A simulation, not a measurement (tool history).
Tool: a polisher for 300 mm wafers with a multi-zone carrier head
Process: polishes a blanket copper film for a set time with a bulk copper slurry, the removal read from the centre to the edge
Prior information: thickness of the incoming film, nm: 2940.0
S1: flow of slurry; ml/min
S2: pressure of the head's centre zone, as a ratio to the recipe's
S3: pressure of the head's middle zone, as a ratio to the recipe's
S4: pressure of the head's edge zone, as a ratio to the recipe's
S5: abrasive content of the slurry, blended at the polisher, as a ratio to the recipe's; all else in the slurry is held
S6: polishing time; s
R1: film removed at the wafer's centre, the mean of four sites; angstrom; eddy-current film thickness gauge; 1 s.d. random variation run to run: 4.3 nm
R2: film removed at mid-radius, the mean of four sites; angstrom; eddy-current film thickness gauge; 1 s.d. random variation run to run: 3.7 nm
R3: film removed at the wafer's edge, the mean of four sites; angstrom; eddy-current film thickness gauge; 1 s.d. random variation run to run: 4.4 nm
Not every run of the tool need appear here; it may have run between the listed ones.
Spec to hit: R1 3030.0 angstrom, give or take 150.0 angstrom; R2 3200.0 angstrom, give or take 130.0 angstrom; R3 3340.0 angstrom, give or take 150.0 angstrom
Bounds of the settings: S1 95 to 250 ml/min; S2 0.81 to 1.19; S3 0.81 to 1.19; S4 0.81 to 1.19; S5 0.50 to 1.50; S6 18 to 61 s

| run | hour | S1 | S2 | S3 | S4 | S5 | S6 | R1 | R2 | R3 |
|---|---|---|---|---|---|---|---|---|---|---|
| 1 | 0.0 | 160 | 1.00 | 1.00 | 1.00 | 1.00 | 39 | 5252.7 | 5236.1 | 5309.5 |
| 2 | 2.5 | 160 | 1.08 | 1.00 | 1.00 | 1.00 | 39 | 5691.2 | 5276.0 | 5493.6 |
| 3 | 8.6 | 160 | 1.08 | 1.00 | 0.95 | 1.00 | 39 | 5778.6 | 5241.9 | 5140.6 |
| 4 | 13.6 | 150 | 1.03 | 0.98 | 0.95 | 0.90 | 37 | 4937.5 | 4780.8 | 4794.4 |
| 5 | 17.0 | 150 | 1.00 | 0.98 | 0.95 | 0.90 | 37 | 4778.9 | 4718.2 | 4754.0 |
| 6 | 20.0 | 150 | 1.00 | 1.04 | 0.95 | 0.90 | 37 | 4724.6 | 5007.4 | 4691.0 |
| 7 | 28.3 | 145 | 0.98 | 1.00 | 0.93 | 0.80 | 35 | 4266.0 | 4330.3 | 4430.1 |
| 8 | 32.9 | 140 | 0.97 | 1.00 | 0.91 | 0.75 | 33 | 3906.3 | 4132.9 | 3936.1 |
| 9 | 35.1 | 135 | 0.95 | 0.97 | 0.90 | 0.70 | 32 | 3624.8 | 3822.5 | 3754.1 |
| 10 | 37.9 | 135 | 0.95 | 0.97 | 0.90 | 0.70 | 32 | 3747.6 | 3805.5 | 3767.7 |
| 11 | 38.9 | 130 | 0.92 | 0.96 | 0.90 | 0.65 | 32 | 3457.8 | 3690.8 | 3770.9 |
| 12 | 43.8 | 125 | 0.91 | 0.95 | 0.89 | 0.60 | 32 | 3389.7 | 3601.0 | 3682.5 |
| 13 | 51.5 | 125 | 0.90 | 0.94 | 0.88 | 0.60 | 32 | 3313.4 | 3554.8 | 3580.1 |
| 14 | 57.5 | 120 | 0.89 | 0.93 | 0.87 | 0.60 | 32 | 3248.5 | 3467.1 | 3469.2 |
| 15 | 61.6 | 115 | 0.88 | 0.92 | 0.87 | 0.60 | 32 | 3138.8 | 3398.2 | 3403.8 |
| 16 | 63.1 | 110 | 0.88 | 0.91 | 0.87 | 0.60 | 32 | 3031.5 | 3360.3 | 3416.6 |

Consider the 5 candidate settings below. Which is the only one whose results all fall within their allowed miss of target?
| A | 64.6 | 110 | 0.81 | 1.07 | 0.81 | 0.75 | 28 | ? | ? | ? |
| B | 64.6 | 95 | 0.81 | 0.93 | 0.88 | 0.75 | 30 | ? | ? | ? |
| C | 64.6 | 105 | 0.88 | 0.90 | 0.86 | 0.65 | 31 | ? | ? | ? |
| D | 64.6 | 105 | 0.86 | 1.00 | 0.81 | 0.80 | 30 | ? | ? | ? |
| E | 64.6 | 95 | 0.81 | 1.03 | 0.86 | 0.90 | 29 | ? | ? | ? |

| move | R1 | R2 | R3 |
|---|---|---|---|
| A | 2582.2 | 3500.9 | 3099.2 |
| B | 2635.0 | 3196.4 | 3355.8 |
| C | 2971.3 | 3211.4 | 3399.4 |
| D | 2934.9 | 3544.0 | 3339.9 |
| E | 2648.5 | 3498.7 | 3331.3 |
A: lands further from the targets than the last run did
B: gets the furthest-off result to its target, but another result is out of tolerance
C: every result lands within tolerance
D: lands further from the targets than the last run did
E: lands further from the targets than the last run did
C is the move that brings every result within its allowed miss.

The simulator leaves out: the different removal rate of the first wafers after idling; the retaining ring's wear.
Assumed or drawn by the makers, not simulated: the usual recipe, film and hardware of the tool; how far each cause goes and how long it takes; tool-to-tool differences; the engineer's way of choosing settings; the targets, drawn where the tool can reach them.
